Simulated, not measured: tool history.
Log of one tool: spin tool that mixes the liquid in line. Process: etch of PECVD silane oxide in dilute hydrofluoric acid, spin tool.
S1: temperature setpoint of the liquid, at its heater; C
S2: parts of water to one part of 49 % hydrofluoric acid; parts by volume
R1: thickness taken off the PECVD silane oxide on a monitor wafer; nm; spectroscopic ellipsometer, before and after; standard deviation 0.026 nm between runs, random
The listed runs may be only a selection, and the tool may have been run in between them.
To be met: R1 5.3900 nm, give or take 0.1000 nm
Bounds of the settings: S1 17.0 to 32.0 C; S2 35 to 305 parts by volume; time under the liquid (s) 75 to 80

Run 1, hour 0.0: S1 24.0 C, S2 170 parts by volume, time under the liquid (s) 75. Result: R1 8.7780 nm.
Run 2, hour 2.0: S1 21.5 C, S2 180 parts by volume, time under the liquid (s) 75. Result: R1 7.4922 nm.
Run 3, hour 7.5: S1 21.5 C, S2 145 parts by volume, time under the liquid (s) 75. Result: R1 9.6998 nm.
Run 4, hour 10.9: S1 21.5 C, S2 95 parts by volume, time under the liquid (s) 75. Result: R1 15.6760 nm.
Run 5, hour 12.9: S1 18.0 C, S2 95 parts by volume, time under the liquid (s) 75. Result: R1 13.5310 nm.
Run 6, hour 21.1: S1 18.0 C, S2 95 parts by volume, time under the liquid (s) 80. Result: R1 14.4320 nm.
Run 7, hour 28.2: S1 17.5 C, S2 135 parts by volume, time under the liquid (s) 80. Result: R1 9.5198 nm.
Run 8, hour 30.9: S1 17.0 C, S2 205 parts by volume, time under the liquid (s) 80. Result: R1 5.7571 nm.

Which of these 5 next moves meets every target?
Run A, hour 33.6: S1 19.0 C, S2 215 parts by volume, time under the liquid (s) 75. Result: R1 ?.
Run B, hour 33.6: S1 17.5 C, S2 205 parts by volume, time under the liquid (s) 80. Result: R1 ?.
Run C, hour 33.6: S1 17.0 C, S2 210 parts by volume, time under the liquid (s) 80. Result: R1 ?.
Run D, hour 33.6: S1 17.0 C, S2 200 parts by volume, time under the liquid (s) 75. Result: R1 ?.
Run E, hour 33.6: S1 17.0 C, S2 205 parts by volume, time under the liquid (s) 75. Result: R1 ?.

move      R1
   A  5.6071
   B  5.9705
   C  5.6880
   D  5.6503
   E  5.4874
A: closer than the last run, but not yet in spec
B: misses by more than the last run did
C: closer than the last run, but not yet in spec
D: closer than the last run, but not yet in spec
E: every result within its allowed miss
The move that meets every target is E.
